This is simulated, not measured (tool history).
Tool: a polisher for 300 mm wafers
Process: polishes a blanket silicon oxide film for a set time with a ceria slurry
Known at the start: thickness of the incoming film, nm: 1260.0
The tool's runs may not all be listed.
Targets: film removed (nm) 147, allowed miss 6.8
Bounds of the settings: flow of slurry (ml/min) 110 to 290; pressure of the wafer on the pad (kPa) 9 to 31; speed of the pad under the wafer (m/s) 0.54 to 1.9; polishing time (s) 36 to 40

run  hour  flow of slurry (ml/min)  pressure of the wafer on the pad (kPa)  speed of the pad under the wafer (m/s)  polishing time (s)  film removed (nm)
  1     0                      185                                      20                                    1.22                  40             197.12
  2   7.2                      150                                      20                                    1.22                  40             191.28
  3  14.5                      150                                    17.2                                    1.22                  40             175.24
  4    16                      150                                    16.5                                    1.22                  40             170.21
  5  17.9                      150                                    15.9                                    1.22                  40             167.94
  6  19.8                      170                                    15.9                                    1.22                  40             172.65
  7  22.5                      165                                    15.2                                    1.22                  40             163.07
       30  -- worn pad replaced by a new one
  8    30                      165                                    14.5                                    1.22                  40             182.18
  9  34.9                      155                                    14.5                                     1.2                  40             174.37
 10  36.4                      155                                    14.5                                    1.14                  40             163.41

4 next moves are on the table. One of them brings every result within its allowed miss. Which?
  A  37.9                      125                                    14.5                                    1.28                  38                  ?
  B  37.9                      170                                    14.5                                    1.14                  40                  ?
  C  37.9                      155                                    17.2                                     0.9                  40                  ?
  D  37.9                      200                                    13.8                                    0.94                  38                  ?

move  film removed (nm)
   A             168.31
   B              165.1
   C             146.36
   D             128.55
A: further off than the last run
B: further off than the last run
C: meets every target
D: takes the result that was furthest off past its target
Answer: C
